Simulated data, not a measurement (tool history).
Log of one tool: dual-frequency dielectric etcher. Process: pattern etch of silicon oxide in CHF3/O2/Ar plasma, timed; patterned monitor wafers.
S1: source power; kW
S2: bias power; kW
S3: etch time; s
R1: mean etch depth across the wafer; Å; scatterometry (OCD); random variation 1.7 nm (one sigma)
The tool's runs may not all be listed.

run	day	S1	S2	S3	R1
1	0.000	0.660	0.148	422.5	8679.4
2	0.167	0.620	0.146	422.5	8366.7
3	0.225	0.600	0.145	422.5	8278.8
4	0.425	0.580	0.144	422.5	8149.0
5	0.654	0.560	0.143	422.5	7981.6
6	0.804	0.560	0.143	442.5	8353.0
7	0.954	0.540	0.142	442.5	8204.8
8	1.046	0.520	0.141	442.5	8029.6
9	1.250	0.510	0.141	442.5	7966.1

Forecast run 10:
10	1.292	0.500	0.141	442.5	?

{"run 10": {"R1": 7914.1}}
